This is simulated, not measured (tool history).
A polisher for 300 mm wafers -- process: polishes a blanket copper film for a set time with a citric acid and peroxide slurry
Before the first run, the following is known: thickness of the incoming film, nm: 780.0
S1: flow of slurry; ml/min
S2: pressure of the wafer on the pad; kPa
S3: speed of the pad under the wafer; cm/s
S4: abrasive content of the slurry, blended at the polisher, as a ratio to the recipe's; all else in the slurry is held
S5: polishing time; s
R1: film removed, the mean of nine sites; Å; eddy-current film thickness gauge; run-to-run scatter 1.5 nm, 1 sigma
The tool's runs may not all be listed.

run,day,S1,S2,S3,S4,S5,R1
1,0,290,24.1,122,1,87,2813
2,0.325,290,24.1,150,1,87,3412.8
3,0.612,290,22.1,150,1,87,3255.6
4,0.846,260,22.1,150,1,87,3183.3
5,1.121,295,22.1,150,1,87,3197.3
6,1.254,295,19.3,144,1,87,2861.3

For run 7, what comes out?
7,1.392,290,17.2,138,1,87,?

{"run 7": {"R1": 2567.1}}
